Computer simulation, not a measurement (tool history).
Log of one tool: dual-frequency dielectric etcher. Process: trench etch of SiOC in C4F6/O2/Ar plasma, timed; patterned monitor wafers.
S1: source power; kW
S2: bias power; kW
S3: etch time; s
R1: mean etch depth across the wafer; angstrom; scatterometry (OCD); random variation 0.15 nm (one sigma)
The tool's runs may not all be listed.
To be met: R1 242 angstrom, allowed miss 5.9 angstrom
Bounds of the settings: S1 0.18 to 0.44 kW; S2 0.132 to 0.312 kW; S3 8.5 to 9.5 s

run 1 hour=0 | S1=0.31 S2=0.222 S3=9.5 | R1=207.77
run 2 hour=8.5 | S1=0.32 S2=0.224 S3=9.5 | R1=213.15
run 3 hour=14.3 | S1=0.3 S2=0.224 S3=9.5 | R1=205.69
run 4 hour=15.7 | S1=0.26 S2=0.224 S3=9.5 | R1=193.67
run 5 hour=16.2 | S1=0.26 S2=0.224 S3=8.5 | R1=172.4
run 6 hour=19.9 | S1=0.26 S2=0.193 S3=8.5 | R1=162.41
run 7 hour=23.4 | S1=0.28 S2=0.197 S3=8.5 | R1=171.59
run 8 hour=30.7 | S1=0.34 S2=0.241 S3=9 | R1=213.08
run 9 hour=33.6 | S1=0.35 S2=0.242 S3=9 | R1=217.52
run 10 hour=36.5 | S1=0.36 S2=0.243 S3=9 | R1=217.65
run 11 hour=41.2 | S1=0.42 S2=0.279 S3=9.5 | R1=260.75
run 12 hour=42.9 | S1=0.42 S2=0.278 S3=9.5 | R1=257.81
run 13 hour=49.8 | S1=0.42 S2=0.277 S3=9.5 | R1=257.65

4 next moves are on the table. One of them brings every result within its allowed miss. Which?
run A hour=56.7 | S1=0.41 S2=0.297 S3=9.5 | R1=?
run B hour=56.7 | S1=0.44 S2=0.265 S3=9.5 | R1=?
run C hour=56.7 | S1=0.44 S2=0.273 S3=9.5 | R1=?
run D hour=56.7 | S1=0.44 S2=0.256 S3=9 | R1=?

move=A R1=259.9
move=B R1=256.76
move=C R1=259.56
move=D R1=240.22
A: further off than the last run
B: nearer than the last run, and not there yet
C: further off than the last run
D: meets every target
Answer: D
